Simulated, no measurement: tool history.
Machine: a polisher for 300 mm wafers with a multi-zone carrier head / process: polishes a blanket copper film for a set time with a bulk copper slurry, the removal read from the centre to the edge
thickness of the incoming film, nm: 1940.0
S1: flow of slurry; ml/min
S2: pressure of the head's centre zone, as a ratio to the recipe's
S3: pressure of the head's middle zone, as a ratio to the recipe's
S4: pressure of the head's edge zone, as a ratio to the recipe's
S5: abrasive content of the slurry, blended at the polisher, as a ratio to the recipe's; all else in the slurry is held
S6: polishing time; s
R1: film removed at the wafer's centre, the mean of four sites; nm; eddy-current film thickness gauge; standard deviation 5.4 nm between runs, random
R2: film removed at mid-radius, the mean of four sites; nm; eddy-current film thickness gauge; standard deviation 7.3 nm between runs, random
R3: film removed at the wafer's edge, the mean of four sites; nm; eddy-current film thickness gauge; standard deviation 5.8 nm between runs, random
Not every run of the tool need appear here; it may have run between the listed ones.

{"run": 1, "hour": 0.0, "S1": 165, "S2": 1.0, "S3": 1.0, "S4": 1.0, "S5": 1.0, "S6": 70, "R1": 484.43, "R2": 494.48, "R3": 493.95}
{"run": 2, "hour": 4.6, "S1": 165, "S2": 1.0, "S3": 1.0, "S4": 1.0, "S5": 0.9, "S6": 70, "R1": 482.47, "R2": 485.22, "R3": 487.32}
{"run": 3, "hour": 6.4, "S1": 165, "S2": 1.0, "S3": 1.05, "S4": 1.0, "S5": 0.9, "S6": 70, "R1": 484.83, "R2": 495.48, "R3": 491.04}
{"run": 4, "hour": 10.4, "S1": 150, "S2": 1.0, "S3": 1.05, "S4": 1.0, "S5": 0.9, "S6": 70, "R1": 476.16, "R2": 494.49, "R3": 479.94}
{"run": 5, "hour": 17.7, "S1": 175, "S2": 1.03, "S3": 1.06, "S4": 1.05, "S5": 1.05, "S6": 71, "R1": 511.61, "R2": 535.96, "R3": 528.5}
{"run": 6, "hour": 25.1, "S1": 175, "S2": 1.03, "S3": 1.12, "S4": 1.05, "S5": 1.05, "S6": 71, "R1": 519.28, "R2": 545.83, "R3": 519.36}

Run 7, settings as shown, results not yet in. Your forecast:
{"run": 7, "hour": 33.9, "S1": 190, "S2": 1.06, "S3": 1.1, "S4": 1.09, "S5": 1.15, "S6": 72, "R1": "?", "R2": "?", "R3": "?"}

Run 7 gave R1 546.66 nm, R2 577.07 nm, R3 550.26 nm.

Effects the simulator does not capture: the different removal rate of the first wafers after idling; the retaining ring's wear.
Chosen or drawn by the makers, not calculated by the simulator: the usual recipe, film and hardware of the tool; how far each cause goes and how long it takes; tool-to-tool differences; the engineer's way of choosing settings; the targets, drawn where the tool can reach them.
